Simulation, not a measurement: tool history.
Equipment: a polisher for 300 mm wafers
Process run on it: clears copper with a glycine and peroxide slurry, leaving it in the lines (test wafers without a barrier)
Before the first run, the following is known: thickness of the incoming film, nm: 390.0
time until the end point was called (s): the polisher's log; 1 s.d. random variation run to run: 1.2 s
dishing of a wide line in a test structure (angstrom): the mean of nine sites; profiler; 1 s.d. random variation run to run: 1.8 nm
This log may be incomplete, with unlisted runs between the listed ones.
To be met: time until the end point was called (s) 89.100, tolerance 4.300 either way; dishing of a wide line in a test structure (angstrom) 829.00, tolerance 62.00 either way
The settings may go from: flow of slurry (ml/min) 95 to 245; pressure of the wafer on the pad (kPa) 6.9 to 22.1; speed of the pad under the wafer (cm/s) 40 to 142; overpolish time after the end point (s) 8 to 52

run	hour	flow of slurry (ml/min)	pressure of the wafer on the pad (kPa)	speed of the pad under the wafer (cm/s)	overpolish time after the end point (s)	time until the end point was called (s)	dishing of a wide line in a test structure (angstrom)
1	0.0	155	14.5	90	26	99.440	587.43
2	6.3	130	14.5	90	26	103.300	540.12
3	9.4	130	15.9	90	26	96.575	592.18
4	18.3	130	15.9	90	22	95.203	527.42
5	27.0	130	15.9	110	22	82.693	573.40
6	31.6	155	15.9	110	22	81.091	574.09
7	38.4	155	15.9	108	24	81.529	606.03
8	43.0	155	15.9	108	26	81.842	663.47
9	45.9	155	15.9	108	27	81.357	654.22
10	53.8	155	15.9	108	29	82.416	735.86
11	57.9	155	15.9	108	29	83.274	731.27
12	60.1	145	14.5	106	36	89.805	759.22

Next run, 5 choices. One meets every target within its allowed miss, the rest don't. Which?
A	62.3	160	12.4	132	42	?	?
B	62.3	145	14.5	96	39	?	?
C	62.3	165	11.0	134	30	?	?
D	62.3	110	13.1	122	29	?	?
E	62.3	125	18.6	74	31	?	?

move	time until the end point was called (s)	dishing of a wide line in a test structure (angstrom)
A	87.429	853.92
B	96.115	795.68
C	94.379	647.54
D	95.701	638.26
E	94.836	704.46
A: all results in spec
B: brings the last run's worst result on target, with another outside its allowed miss
C: misses by more than the last run did
D: misses by more than the last run did
E: misses by more than the last run did
Correct choice: A, which meets every target
